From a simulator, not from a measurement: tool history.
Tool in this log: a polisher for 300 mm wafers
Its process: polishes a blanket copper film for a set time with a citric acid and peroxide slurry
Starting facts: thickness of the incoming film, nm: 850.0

run	day	flow of slurry (ml/min)	pressure of the wafer on the pad (kPa)	speed of the pad under the wafer (m/s)	abrasive content of the slurry	polishing time (s)	film removed (angstrom)
1	0	205	20	1.18	1	28	584
2	0.125	205	18.6	1.16	1	28	559.05
3	0.35	205	17.2	1.12	1	28	515.95
4	0.483	240	17.2	1.12	1	28	522.82
5	0.829	240	16.5	1.08	1	28	485.63
# day 0.967: slurry nozzle cleaned
6	0.967	240	16.5	0.84	1	28	395.37

Forecast run 7:
7	1.146	240	15.9	0.84	1	28	?

{"run 7": {"film removed (angstrom)": 389.1}}
